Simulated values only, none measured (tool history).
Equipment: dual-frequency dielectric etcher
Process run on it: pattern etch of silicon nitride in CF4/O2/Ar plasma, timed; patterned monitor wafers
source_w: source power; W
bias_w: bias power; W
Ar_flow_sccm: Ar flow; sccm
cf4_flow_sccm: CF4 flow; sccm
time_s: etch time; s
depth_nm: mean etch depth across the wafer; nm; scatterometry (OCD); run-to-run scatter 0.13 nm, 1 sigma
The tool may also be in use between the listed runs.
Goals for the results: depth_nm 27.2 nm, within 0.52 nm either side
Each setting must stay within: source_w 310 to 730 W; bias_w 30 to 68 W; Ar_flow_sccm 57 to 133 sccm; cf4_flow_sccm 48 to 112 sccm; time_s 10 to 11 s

run,day,source_w,bias_w,Ar_flow_sccm,cf4_flow_sccm,time_s,depth_nm
1,0,520,49,95,80,11,21.562
2,0.338,520,49,86,80,11,21.935
3,0.55,520,49,78,80,11,22.221
4,0.629,560,49,78,80,11,24.18
5,0.829,510,49,78,80,11,22.039
6,0.908,550,49,78,80,11,23.724
7,1.075,570,49,78,80,11,24.411
8,1.333,590,49,78,80,11,25.207
9,1.662,590,49,78,80,11,25.31

Pick the move, out of 4, that brings all results within their allowed miss; only one does.
A,1.992,520,52,75,90,11,?
B,1.992,560,49,69,110,10.5,?
C,1.992,610,49,91,80,10.5,?
D,1.992,700,48,87,90,10,?

move,depth_nm
A,23.278
B,24.239
C,24.364
D,26.997
A: misses by more than the last run did
B: misses by more than the last run did
C: misses by more than the last run did
D: meets every target
D meets every target.

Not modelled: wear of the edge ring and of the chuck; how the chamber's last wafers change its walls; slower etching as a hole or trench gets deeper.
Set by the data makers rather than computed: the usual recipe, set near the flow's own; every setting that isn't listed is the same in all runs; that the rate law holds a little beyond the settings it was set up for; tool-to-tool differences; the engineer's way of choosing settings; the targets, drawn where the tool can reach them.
